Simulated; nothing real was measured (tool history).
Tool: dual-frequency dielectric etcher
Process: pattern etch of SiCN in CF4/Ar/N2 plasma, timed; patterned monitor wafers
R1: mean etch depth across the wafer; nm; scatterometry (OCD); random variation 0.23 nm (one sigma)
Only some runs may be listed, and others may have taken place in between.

{"run": 1, "day": 0.0, "source power (W)": 450, "bias power (W)": 68, "Ar flow (sccm)": 100, "CF4 flow (sccm)": 44, "etch time (s)": 73.5, "R1": 54.797}
{"run": 2, "day": 0.1, "source power (W)": 440, "bias power (W)": 68, "Ar flow (sccm)": 100, "CF4 flow (sccm)": 44, "etch time (s)": 73.5, "R1": 53.485}
{"run": 3, "day": 0.396, "source power (W)": 430, "bias power (W)": 68, "Ar flow (sccm)": 100, "CF4 flow (sccm)": 44, "etch time (s)": 73.5, "R1": 52.175}
{"run": 4, "day": 0.683, "source power (W)": 420, "bias power (W)": 68, "Ar flow (sccm)": 100, "CF4 flow (sccm)": 44, "etch time (s)": 73.5, "R1": 50.964}
{"run": 5, "day": 1.017, "source power (W)": 420, "bias power (W)": 68, "Ar flow (sccm)": 100, "CF4 flow (sccm)": 49, "etch time (s)": 73.5, "R1": 52.436}
{"run": 6, "day": 1.3, "source power (W)": 410, "bias power (W)": 68, "Ar flow (sccm)": 100, "CF4 flow (sccm)": 49, "etch time (s)": 73.5, "R1": 50.993}

Predict the results of run 7:
{"run": 7, "day": 1.596, "source power (W)": 400, "bias power (W)": 68, "Ar flow (sccm)": 100, "CF4 flow (sccm)": 49, "etch time (s)": 73.5, "R1": "?"}

Logged for run 7: R1 49.568 nm.
